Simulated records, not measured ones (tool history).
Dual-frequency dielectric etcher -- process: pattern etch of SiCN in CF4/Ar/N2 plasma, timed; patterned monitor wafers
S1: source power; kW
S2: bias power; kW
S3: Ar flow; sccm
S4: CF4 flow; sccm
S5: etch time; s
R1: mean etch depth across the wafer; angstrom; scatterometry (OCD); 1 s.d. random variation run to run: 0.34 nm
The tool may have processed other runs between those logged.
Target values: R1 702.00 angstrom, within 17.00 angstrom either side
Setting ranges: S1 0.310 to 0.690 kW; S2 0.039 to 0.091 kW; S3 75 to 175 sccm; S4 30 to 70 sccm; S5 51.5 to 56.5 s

| run | day | S1 | S2 | S3 | S4 | S5 | R1 |
|---|---|---|---|---|---|---|---|
| 1 | 0.000 | 0.500 | 0.065 | 125 | 50 | 56.5 | 497.45 |
| 2 | 0.246 | 0.560 | 0.066 | 124 | 50 | 56.5 | 558.13 |
| 3 | 0.554 | 0.560 | 0.057 | 124 | 50 | 56.5 | 532.57 |
| 4 | 0.846 | 0.600 | 0.059 | 122 | 50 | 56.5 | 577.03 |
| 5 | 0.929 | 0.600 | 0.059 | 122 | 50 | 51.5 | 532.15 |
| 6 | 1.242 | 0.630 | 0.065 | 117 | 51 | 51.5 | 578.11 |
|  | 1.283 | bias power generator calibrated |
| 7 | 1.283 | 0.650 | 0.070 | 114 | 53 | 52.0 | 644.57 |
| 8 | 1.596 | 0.660 | 0.071 | 113 | 53 | 52.0 | 652.45 |
| 9 | 1.842 | 0.670 | 0.072 | 112 | 53 | 52.0 | 667.92 |

Which one of the following 5 next-run settings gets every result inside its allowed miss? There is exactly one.
| A | 2.088 | 0.670 | 0.058 | 115 | 56 | 54.5 | ? |
| B | 2.088 | 0.630 | 0.068 | 106 | 53 | 51.5 | ? |
| C | 2.088 | 0.660 | 0.072 | 107 | 51 | 55.5 | ? |
| D | 2.088 | 0.660 | 0.069 | 113 | 52 | 51.5 | ? |
| E | 2.088 | 0.670 | 0.072 | 118 | 51 | 53.0 | ? |

| move | R1 |
|---|---|
| A | 659.24 |
| B | 621.19 |
| C | 706.50 |
| D | 639.19 |
| E | 665.45 |
A: the biggest miss grows against the last run
B: the biggest miss grows against the last run
C: meets every target
D: the biggest miss grows against the last run
E: the biggest miss grows against the last run
C meets every target.

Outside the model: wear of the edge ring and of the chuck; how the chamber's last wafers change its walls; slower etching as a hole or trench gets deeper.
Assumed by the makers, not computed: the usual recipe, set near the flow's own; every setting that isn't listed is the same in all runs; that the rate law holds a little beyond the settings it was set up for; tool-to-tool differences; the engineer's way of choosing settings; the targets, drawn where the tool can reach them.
